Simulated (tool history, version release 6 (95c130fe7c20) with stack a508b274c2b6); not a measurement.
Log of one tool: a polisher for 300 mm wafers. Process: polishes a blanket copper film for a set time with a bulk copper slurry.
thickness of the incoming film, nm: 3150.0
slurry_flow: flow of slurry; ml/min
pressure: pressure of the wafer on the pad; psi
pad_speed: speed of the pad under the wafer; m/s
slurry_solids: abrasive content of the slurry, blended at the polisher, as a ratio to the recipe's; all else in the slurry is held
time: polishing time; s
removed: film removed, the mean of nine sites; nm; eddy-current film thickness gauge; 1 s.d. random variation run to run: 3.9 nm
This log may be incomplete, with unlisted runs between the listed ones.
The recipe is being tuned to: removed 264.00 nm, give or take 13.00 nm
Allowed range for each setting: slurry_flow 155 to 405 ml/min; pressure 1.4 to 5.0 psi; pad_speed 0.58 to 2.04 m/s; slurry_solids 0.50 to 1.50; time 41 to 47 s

{"run": 1, "hour": 0.0, "slurry_flow": 260, "pressure": 3.2, "pad_speed": 1.3, "slurry_solids": 1.0, "time": 47, "removed": 747.81}
{"run": 2, "hour": 8.6, "slurry_flow": 260, "pressure": 3.2, "pad_speed": 1.3, "slurry_solids": 1.2, "time": 47, "removed": 770.12}
{"run": 3, "hour": 15.2, "slurry_flow": 225, "pressure": 3.2, "pad_speed": 1.3, "slurry_solids": 1.2, "time": 47, "removed": 750.83}
{"run": 4, "hour": 17.6, "slurry_flow": 225, "pressure": 3.2, "pad_speed": 1.3, "slurry_solids": 1.2, "time": 41, "removed": 677.49}
{"run": 5, "hour": 18.7, "slurry_flow": 255, "pressure": 3.2, "pad_speed": 1.3, "slurry_solids": 1.2, "time": 41, "removed": 666.88}
{"run": 6, "hour": 23.9, "slurry_flow": 255, "pressure": 2.6, "pad_speed": 1.14, "slurry_solids": 1.2, "time": 41, "removed": 483.04}
{"run": 7, "hour": 30.3, "slurry_flow": 255, "pressure": 2.2, "pad_speed": 1.06, "slurry_solids": 1.2, "time": 41, "removed": 400.89}
{"run": 8, "hour": 31.9, "slurry_flow": 250, "pressure": 1.4, "pad_speed": 0.8, "slurry_solids": 1.15, "time": 41, "removed": 196.23}
{"run": 9, "hour": 32.7, "slurry_flow": 265, "pressure": 1.6, "pad_speed": 0.8, "slurry_solids": 1.15, "time": 41, "removed": 224.6}
{"run": 10, "hour": 39.2, "slurry_flow": 285, "pressure": 1.7, "pad_speed": 0.8, "slurry_solids": 1.15, "time": 41, "removed": 231.46}

4 candidate next runs follow, results not yet known. Just one meets every target within its allowed miss. Identify it.
{"run": "A", "hour": 45.7, "slurry_flow": 280, "pressure": 1.4, "pad_speed": 0.78, "slurry_solids": 1.25, "time": 43, "removed": "?"}
{"run": "B", "hour": 45.7, "slurry_flow": 250, "pressure": 1.5, "pad_speed": 0.86, "slurry_solids": 1.2, "time": 47, "removed": "?"}
{"run": "C", "hour": 45.7, "slurry_flow": 260, "pressure": 2.1, "pad_speed": 0.58, "slurry_solids": 0.9, "time": 42, "removed": "?"}
{"run": "D", "hour": 45.7, "slurry_flow": 270, "pressure": 1.8, "pad_speed": 0.64, "slurry_solids": 1.0, "time": 42, "removed": "?"}

move=A removed=211.03
move=B removed=262.07
move=C removed=219.03
move=D removed=210.33
A: its largest miss is bigger than the last run's
B: meets every target
C: its largest miss is bigger than the last run's
D: its largest miss is bigger than the last run's
The right move is B.
